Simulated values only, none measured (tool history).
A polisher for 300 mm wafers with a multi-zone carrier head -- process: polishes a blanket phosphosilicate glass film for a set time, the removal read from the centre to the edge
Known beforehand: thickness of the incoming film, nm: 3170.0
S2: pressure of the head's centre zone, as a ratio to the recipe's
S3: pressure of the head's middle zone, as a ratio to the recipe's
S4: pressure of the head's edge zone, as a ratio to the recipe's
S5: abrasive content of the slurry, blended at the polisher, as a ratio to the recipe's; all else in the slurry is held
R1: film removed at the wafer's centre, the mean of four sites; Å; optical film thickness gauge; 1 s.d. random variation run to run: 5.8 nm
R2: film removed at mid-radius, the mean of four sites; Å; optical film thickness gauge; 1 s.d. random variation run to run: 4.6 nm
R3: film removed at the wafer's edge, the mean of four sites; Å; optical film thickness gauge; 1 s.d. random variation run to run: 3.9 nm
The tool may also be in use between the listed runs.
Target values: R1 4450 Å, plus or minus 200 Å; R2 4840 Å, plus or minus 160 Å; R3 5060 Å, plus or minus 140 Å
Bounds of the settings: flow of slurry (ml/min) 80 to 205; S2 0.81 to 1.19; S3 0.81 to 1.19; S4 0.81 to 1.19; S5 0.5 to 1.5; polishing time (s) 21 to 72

Run 1, hour 0: flow of slurry (ml/min) 135, S2 1, S3 1, S4 1, S5 1, polishing time (s) 46. Result: R1 3462.8 Å, R2 3445.6 Å, R3 3457.7 Å.
Run 2, hour 8.7: flow of slurry (ml/min) 155, S2 1, S3 1, S4 1, S5 1, polishing time (s) 46. Result: R1 3621.7 Å, R2 3473.3 Å, R3 3485.5 Å.
Run 3, hour 13.7: flow of slurry (ml/min) 155, S2 1, S3 1.06, S4 1, S5 1, polishing time (s) 46. Result: R1 3480.7 Å, R2 3652.1 Å, R3 3476.8 Å.
Run 4, hour 19.2: flow of slurry (ml/min) 155, S2 1, S3 1.06, S4 0.94, S5 1, polishing time (s) 46. Result: R1 3481.1 Å, R2 3638.6 Å, R3 3378.1 Å.
Run 5, hour 27: flow of slurry (ml/min) 150, S2 0.98, S3 1.05, S4 1, S5 1.15, polishing time (s) 47. Result: R1 3624.4 Å, R2 3854.7 Å, R3 3711 Å.
Run 6, hour 35: flow of slurry (ml/min) 150, S2 0.98, S3 1.05, S4 0.96, S5 1.15, polishing time (s) 47. Result: R1 3750.5 Å, R2 3862.4 Å, R3 3641.3 Å.
Run 7, hour 36.3: flow of slurry (ml/min) 145, S2 0.97, S3 1.05, S4 1.03, S5 1.25, polishing time (s) 49. Result: R1 3827.3 Å, R2 4117 Å, R3 4016.4 Å.
Run 8, hour 44.3: flow of slurry (ml/min) 150, S2 0.97, S3 1.05, S4 1.08, S5 1.35, polishing time (s) 50. Result: R1 4031.2 Å, R2 4289.8 Å, R3 4280.1 Å.
At hour 50.4: worn pad replaced by a new one.
Run 9, hour 50.4: flow of slurry (ml/min) 155, S2 0.96, S3 1.05, S4 1.11, S5 1.4, polishing time (s) 51. Result: R1 4397.5 Å, R2 4800.9 Å, R3 4931.7 Å.
Run 10, hour 53: flow of slurry (ml/min) 160, S2 0.96, S3 1.04, S4 1.11, S5 1.4, polishing time (s) 51. Result: R1 4542.2 Å, R2 4818.4 Å, R3 4863.9 Å.

Pick the move, out of 5, that brings all results within their allowed miss; only one does.
Run A, hour 55.6: flow of slurry (ml/min) 160, S2 0.97, S3 1.09, S4 1.07, S5 1.4, polishing time (s) 51. Result: R1 ?, R2 ?, R3 ?.
Run B, hour 55.6: flow of slurry (ml/min) 165, S2 1, S3 1.09, S4 1.11, S5 1.35, polishing time (s) 51. Result: R1 ?, R2 ?, R3 ?.
Run C, hour 55.6: flow of slurry (ml/min) 185, S2 0.93, S3 1.05, S4 1.06, S5 1.35, polishing time (s) 51. Result: R1 ?, R2 ?, R3 ?.
Run D, hour 55.6: flow of slurry (ml/min) 165, S2 1.03, S3 1.05, S4 1.04, S5 1.45, polishing time (s) 49. Result: R1 ?, R2 ?, R3 ?.
Run E, hour 55.6: flow of slurry (ml/min) 130, S2 0.93, S3 1.02, S4 1.11, S5 1.4, polishing time (s) 54. Result: R1 ?, R2 ?, R3 ?.

move      R1      R2      R3
   A  4449.6  5017.6  4764.7
   B  4554.1  4986.7  4819.1
   C  4326.3    4906  4763.4
   D  4588.5  4734.2  4574.5
   E  4375.2  4873.4  5035.1
A: its largest miss is bigger than the last run's
B: its largest miss is bigger than the last run's
C: its largest miss is bigger than the last run's
D: its largest miss is bigger than the last run's
E: every result lands within tolerance
E meets every target.

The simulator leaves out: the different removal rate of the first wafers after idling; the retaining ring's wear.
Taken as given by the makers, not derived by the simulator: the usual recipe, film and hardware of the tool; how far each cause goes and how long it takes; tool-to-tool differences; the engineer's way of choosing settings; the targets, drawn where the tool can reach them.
